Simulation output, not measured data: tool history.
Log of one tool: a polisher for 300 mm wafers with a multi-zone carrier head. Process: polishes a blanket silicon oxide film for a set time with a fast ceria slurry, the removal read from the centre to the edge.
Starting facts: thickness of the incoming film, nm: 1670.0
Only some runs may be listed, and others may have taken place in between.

| run | day | flow of slurry (ml/min) | pressure of the head's centre zone | pressure of the head's middle zone | pressure of the head's edge zone | polishing time (s) | film removed at the wafer's centre (angstrom) | film removed at mid-radius (angstrom) | film removed at the wafer's edge (angstrom) |
|---|---|---|---|---|---|---|---|---|---|
| 1 | 0.000 | 130 | 1.00 | 1.00 | 1.00 | 36 | 5419.4 | 5374.2 | 5299.1 |
| 2 | 0.254 | 115 | 0.94 | 1.00 | 1.00 | 29 | 4014.6 | 4091.8 | 4226.2 |
| 3 | 0.362 | 105 | 0.90 | 1.06 | 1.02 | 25 | 3138.0 | 3619.7 | 3602.5 |
| 4 | 0.500 | 105 | 0.94 | 1.06 | 1.02 | 25 | 3265.2 | 3677.3 | 3516.5 |
| 5 | 0.733 | 105 | 0.94 | 1.06 | 0.99 | 25 | 3291.1 | 3664.4 | 3517.2 |
| 6 | 0.900 | 95 | 0.90 | 1.07 | 1.00 | 23 | 2741.2 | 3244.3 | 3212.0 |

Run 7 is up next; what results do you expect?
| 7 | 1.054 | 95 | 0.90 | 1.07 | 1.00 | 23 | ? | ? | ? |

{"run 7": {"film removed at the wafer's centre (angstrom)": 2747.1, "film removed at mid-radius (angstrom)": 3270.9, "film removed at the wafer's edge (angstrom)": 3201.4}}
